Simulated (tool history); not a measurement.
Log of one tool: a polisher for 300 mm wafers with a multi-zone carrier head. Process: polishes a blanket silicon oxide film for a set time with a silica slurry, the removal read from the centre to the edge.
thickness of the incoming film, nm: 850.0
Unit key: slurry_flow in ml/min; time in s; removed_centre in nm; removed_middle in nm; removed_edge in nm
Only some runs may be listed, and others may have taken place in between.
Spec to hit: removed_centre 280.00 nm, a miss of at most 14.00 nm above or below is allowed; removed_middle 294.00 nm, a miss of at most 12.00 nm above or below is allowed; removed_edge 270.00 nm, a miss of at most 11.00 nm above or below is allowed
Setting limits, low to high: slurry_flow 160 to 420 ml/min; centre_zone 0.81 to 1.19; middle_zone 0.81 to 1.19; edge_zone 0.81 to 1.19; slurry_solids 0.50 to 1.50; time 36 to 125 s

{"run": 1, "hour": 0.0, "slurry_flow": 270, "centre_zone": 1.0, "middle_zone": 1.0, "edge_zone": 1.0, "slurry_solids": 1.0, "time": 80, "removed_centre": 242.4, "removed_middle": 244.45, "removed_edge": 253.5}
{"run": 2, "hour": 5.4, "slurry_flow": 270, "centre_zone": 0.95, "middle_zone": 1.0, "edge_zone": 1.0, "slurry_solids": 1.0, "time": 80, "removed_centre": 235.36, "removed_middle": 240.82, "removed_edge": 252.51}
{"run": 3, "hour": 13.9, "slurry_flow": 270, "centre_zone": 0.91, "middle_zone": 1.0, "edge_zone": 1.0, "slurry_solids": 1.0, "time": 80, "removed_centre": 221.3, "removed_middle": 242.14, "removed_edge": 249.27}
{"run": 4, "hour": 20.0, "slurry_flow": 270, "centre_zone": 0.91, "middle_zone": 1.0, "edge_zone": 1.0, "slurry_solids": 1.0, "time": 68, "removed_centre": 195.77, "removed_middle": 204.02, "removed_edge": 210.37}
{"run": 5, "hour": 26.0, "slurry_flow": 270, "centre_zone": 0.91, "middle_zone": 1.0, "edge_zone": 1.0, "slurry_solids": 1.0, "time": 82, "removed_centre": 228.75, "removed_middle": 245.16, "removed_edge": 255.63}
{"run": 6, "hour": 29.4, "slurry_flow": 320, "centre_zone": 0.91, "middle_zone": 1.0, "edge_zone": 1.0, "slurry_solids": 1.0, "time": 82, "removed_centre": 237.23, "removed_middle": 256.91, "removed_edge": 266.97}
{"run": 7, "hour": 35.3, "slurry_flow": 330, "centre_zone": 0.93, "middle_zone": 1.01, "edge_zone": 0.99, "slurry_solids": 1.0, "time": 82, "removed_centre": 240.88, "removed_middle": 254.43, "removed_edge": 263.14}
{"run": 8, "hour": 38.2, "slurry_flow": 335, "centre_zone": 0.95, "middle_zone": 1.03, "edge_zone": 0.99, "slurry_solids": 1.0, "time": 82, "removed_centre": 243.02, "removed_middle": 256.64, "removed_edge": 263.53}
{"run": 9, "hour": 41.4, "slurry_flow": 350, "centre_zone": 1.05, "middle_zone": 1.13, "edge_zone": 0.9, "slurry_solids": 1.15, "time": 83, "removed_centre": 290.16, "removed_middle": 308.86, "removed_edge": 271.09}
{"run": 10, "hour": 48.1, "slurry_flow": 350, "centre_zone": 1.05, "middle_zone": 1.13, "edge_zone": 0.9, "slurry_solids": 1.15, "time": 83, "removed_centre": 288.07, "removed_middle": 305.28, "removed_edge": 274.63}

5 next moves are on the table. One of them brings every result within its allowed miss. Which?
{"run": "A", "hour": 54.8, "slurry_flow": 290, "centre_zone": 1.14, "middle_zone": 1.08, "edge_zone": 0.88, "slurry_solids": 1.4, "time": 76, "removed_centre": "?", "removed_middle": "?", "removed_edge": "?"}
{"run": "B", "hour": 54.8, "slurry_flow": 340, "centre_zone": 0.96, "middle_zone": 1.15, "edge_zone": 0.94, "slurry_solids": 1.25, "time": 83, "removed_centre": "?", "removed_middle": "?", "removed_edge": "?"}
{"run": "C", "hour": 54.8, "slurry_flow": 360, "centre_zone": 0.98, "middle_zone": 1.16, "edge_zone": 0.87, "slurry_solids": 1.2, "time": 84, "removed_centre": "?", "removed_middle": "?", "removed_edge": "?"}
{"run": "D", "hour": 54.8, "slurry_flow": 360, "centre_zone": 1.1, "middle_zone": 1.1, "edge_zone": 0.86, "slurry_solids": 1.1, "time": 87, "removed_centre": "?", "removed_middle": "?", "removed_edge": "?"}
{"run": "E", "hour": 54.8, "slurry_flow": 410, "centre_zone": 1.02, "middle_zone": 1.12, "edge_zone": 0.94, "slurry_solids": 0.9, "time": 92, "removed_centre": "?", "removed_middle": "?", "removed_edge": "?"}

move=A removed_centre=304.13 removed_middle=288.92 removed_edge=271.60
move=B removed_centre=278.76 removed_middle=321.87 removed_edge=293.98
move=C removed_centre=282.95 removed_middle=323.45 removed_edge=282.61
move=D removed_centre=308.39 removed_middle=306.01 removed_edge=278.77
move=E removed_centre=275.32 removed_middle=295.16 removed_edge=275.00
A: brings the result that was furthest off to its target, and leaves another outside
B: misses by more than the last run did
C: misses by more than the last run did
D: misses by more than the last run did
E: all results land within tolerance of their targets
E is the move that brings every result within its allowed miss.
